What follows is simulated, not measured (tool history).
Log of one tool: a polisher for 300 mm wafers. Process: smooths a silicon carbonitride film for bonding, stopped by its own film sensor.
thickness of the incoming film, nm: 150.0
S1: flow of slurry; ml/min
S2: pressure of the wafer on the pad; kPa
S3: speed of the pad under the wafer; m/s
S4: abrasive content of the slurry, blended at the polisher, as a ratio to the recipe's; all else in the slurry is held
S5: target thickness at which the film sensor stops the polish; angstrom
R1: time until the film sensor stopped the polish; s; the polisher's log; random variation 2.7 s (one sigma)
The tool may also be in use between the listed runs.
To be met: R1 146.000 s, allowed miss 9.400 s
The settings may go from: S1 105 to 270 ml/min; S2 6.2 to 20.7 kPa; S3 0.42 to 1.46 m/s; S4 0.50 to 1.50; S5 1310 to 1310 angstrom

| run | hour | S1 | S2 | S3 | S4 | S5 | R1 |
|---|---|---|---|---|---|---|---|
| 1 | 0.0 | 175 | 13.1 | 0.94 | 1.00 | 1310 | 85.021 |
| 2 | 7.0 | 175 | 13.1 | 0.94 | 0.90 | 1310 | 88.721 |
| 3 | 12.4 | 175 | 13.1 | 0.94 | 0.70 | 1310 | 97.093 |
| 4 | 15.7 | 175 | 13.1 | 0.94 | 0.70 | 1310 | 97.253 |
| 5 | 24.2 | 175 | 13.1 | 0.94 | 0.55 | 1310 | 108.840 |
| 6 | 31.9 | 175 | 12.4 | 0.94 | 0.55 | 1310 | 114.480 |
| 7 | 32.9 | 175 | 12.4 | 0.94 | 0.55 | 1310 | 114.390 |
| 8 | 35.6 | 175 | 12.4 | 0.94 | 0.55 | 1310 | 117.150 |
| 9 | 38.1 | 175 | 11.7 | 0.94 | 0.55 | 1310 | 118.670 |
| 10 | 47.0 | 175 | 11.0 | 0.94 | 0.55 | 1310 | 128.940 |
| 11 | 52.2 | 175 | 10.3 | 0.94 | 0.55 | 1310 | 137.350 |

Which of these 4 next moves meets every target?
| A | 57.4 | 185 | 14.5 | 0.58 | 0.50 | 1310 | ? |
| B | 57.4 | 165 | 11.0 | 1.02 | 0.50 | 1310 | ? |
| C | 57.4 | 190 | 10.3 | 1.14 | 0.55 | 1310 | ? |
| D | 57.4 | 155 | 11.0 | 0.98 | 0.55 | 1310 | ? |

| move | R1 |
|---|---|
| A | 151.200 |
| B | 129.230 |
| C | 118.510 |
| D | 129.740 |
A: meets every target
B: further off than the last run
C: further off than the last run
D: further off than the last run
Move A is the one to make.
